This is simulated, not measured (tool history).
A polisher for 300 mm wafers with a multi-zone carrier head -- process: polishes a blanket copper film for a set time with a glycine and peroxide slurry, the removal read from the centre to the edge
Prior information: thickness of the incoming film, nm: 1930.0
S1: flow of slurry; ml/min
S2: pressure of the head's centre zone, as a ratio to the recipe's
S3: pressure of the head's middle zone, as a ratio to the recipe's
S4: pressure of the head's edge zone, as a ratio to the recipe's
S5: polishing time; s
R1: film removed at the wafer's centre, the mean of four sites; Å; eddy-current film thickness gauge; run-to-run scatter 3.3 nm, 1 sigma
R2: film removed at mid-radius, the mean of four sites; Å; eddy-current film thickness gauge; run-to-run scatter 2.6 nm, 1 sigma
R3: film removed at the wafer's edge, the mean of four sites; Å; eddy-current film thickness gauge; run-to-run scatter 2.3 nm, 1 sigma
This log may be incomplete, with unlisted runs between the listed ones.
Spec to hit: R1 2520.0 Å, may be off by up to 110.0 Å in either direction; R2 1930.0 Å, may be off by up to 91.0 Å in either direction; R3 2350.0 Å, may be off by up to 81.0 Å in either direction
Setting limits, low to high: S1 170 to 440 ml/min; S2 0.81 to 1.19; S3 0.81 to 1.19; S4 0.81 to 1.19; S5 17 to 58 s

Run 1, hour 0.0: S1 280 ml/min, S2 1.00, S3 1.00, S4 1.00, S5 37 s. Result: R1 2133.4 Å, R2 2042.4 Å, R3 2015.8 Å.
Run 2, hour 4.2: S1 280 ml/min, S2 1.01, S3 0.98, S4 1.02, S5 37 s. Result: R1 2167.3 Å, R2 2037.3 Å, R3 2020.9 Å.
Run 3, hour 8.2: S1 280 ml/min, S2 1.01, S3 0.90, S4 1.02, S5 37 s. Result: R1 2172.1 Å, R2 1916.9 Å, R3 2037.6 Å.
Run 4, hour 10.5: S1 280 ml/min, S2 1.02, S3 0.89, S4 1.04, S5 37 s. Result: R1 2225.6 Å, R2 1834.8 Å, R3 2036.9 Å.
Run 5, hour 13.2: S1 280 ml/min, S2 0.95, S3 0.89, S4 1.04, S5 37 s. Result: R1 2084.6 Å, R2 1846.1 Å, R3 2068.5 Å.
Run 6, hour 17.8: S1 280 ml/min, S2 0.95, S3 0.89, S4 1.11, S5 37 s. Result: R1 2071.1 Å, R2 1829.6 Å, R3 2161.8 Å.
At hour 21.9: centre zone pressure recalibrated.
Run 7, hour 21.9: S1 285 ml/min, S2 0.97, S3 0.89, S4 1.12, S5 37 s. Result: R1 1987.5 Å, R2 1876.7 Å, R3 2128.2 Å.
Run 8, hour 25.2: S1 275 ml/min, S2 0.97, S3 0.88, S4 1.11, S5 38 s. Result: R1 2041.1 Å, R2 1873.4 Å, R3 2171.4 Å.
Run 9, hour 31.2: S1 295 ml/min, S2 0.98, S3 0.87, S4 1.10, S5 38 s. Result: R1 2079.5 Å, R2 1869.1 Å, R3 2185.7 Å.
Run 10, hour 39.3: S1 280 ml/min, S2 0.99, S3 0.86, S4 1.10, S5 39 s. Result: R1 2118.2 Å, R2 1869.6 Å, R3 2214.3 Å.
Run 11, hour 40.5: S1 275 ml/min, S2 1.01, S3 0.85, S4 1.09, S5 40 s. Result: R1 2184.8 Å, R2 1930.8 Å, R3 2294.1 Å.
Run 12, hour 49.2: S1 275 ml/min, S2 1.04, S3 0.84, S4 1.08, S5 40 s. Result: R1 2278.8 Å, R2 1930.0 Å, R3 2280.7 Å.
Run 13, hour 52.6: S1 275 ml/min, S2 1.06, S3 0.84, S4 1.08, S5 40 s. Result: R1 2355.0 Å, R2 1879.6 Å, R3 2251.4 Å.
Run 14, hour 55.8: S1 275 ml/min, S2 1.07, S3 0.84, S4 1.08, S5 40 s. Result: R1 2362.7 Å, R2 1902.6 Å, R3 2248.8 Å.
Run 15, hour 61.3: S1 275 ml/min, S2 1.07, S3 0.84, S4 1.08, S5 40 s. Result: R1 2336.8 Å, R2 1916.9 Å, R3 2257.0 Å.
Run 16, hour 69.1: S1 275 ml/min, S2 1.08, S3 0.84, S4 1.08, S5 40 s. Result: R1 2351.5 Å, R2 1883.1 Å, R3 2286.1 Å.
Run 17, hour 74.8: S1 275 ml/min, S2 1.09, S3 0.84, S4 1.08, S5 40 s. Result: R1 2347.8 Å, R2 1913.4 Å, R3 2276.4 Å.
Run 18, hour 79.6: S1 275 ml/min, S2 1.10, S3 0.84, S4 1.08, S5 40 s. Result: R1 2380.8 Å, R2 1910.8 Å, R3 2250.5 Å.
Run 19, hour 80.4: S1 275 ml/min, S2 1.11, S3 0.84, S4 1.08, S5 40 s. Result: R1 2411.1 Å, R2 1898.5 Å, R3 2249.7 Å.

Which one of the following 5 next-run settings gets every result inside its allowed miss? There is exactly one.
Run A, hour 81.2: S1 260 ml/min, S2 1.11, S3 0.91, S4 1.05, S5 39 s. Result: R1 ?, R2 ?, R3 ?.
Run B, hour 81.2: S1 270 ml/min, S2 1.04, S3 0.84, S4 1.19, S5 40 s. Result: R1 ?, R2 ?, R3 ?.
Run C, hour 81.2: S1 285 ml/min, S2 1.08, S3 0.84, S4 1.14, S5 39 s. Result: R1 ?, R2 ?, R3 ?.
Run D, hour 81.2: S1 325 ml/min, S2 1.16, S3 0.84, S4 1.15, S5 40 s. Result: R1 ?, R2 ?, R3 ?.
Run E, hour 81.2: S1 365 ml/min, S2 1.19, S3 0.95, S4 1.05, S5 36 s. Result: R1 ?, R2 ?, R3 ?.

move      R1      R2      R3
   A  2372.9  1958.4  2138.8
   B  2304.3  1889.1  2348.6
   C  2341.3  1853.2  2250.1
   D  2602.4  1926.1  2342.5
   E  2427.4  1939.8  2026.8
A: misses by more than the last run did
B: brings the last run's worst result on target, with another outside its allowed miss
C: misses by more than the last run did
D: all results in spec
E: misses by more than the last run did
Move D is the one to make.

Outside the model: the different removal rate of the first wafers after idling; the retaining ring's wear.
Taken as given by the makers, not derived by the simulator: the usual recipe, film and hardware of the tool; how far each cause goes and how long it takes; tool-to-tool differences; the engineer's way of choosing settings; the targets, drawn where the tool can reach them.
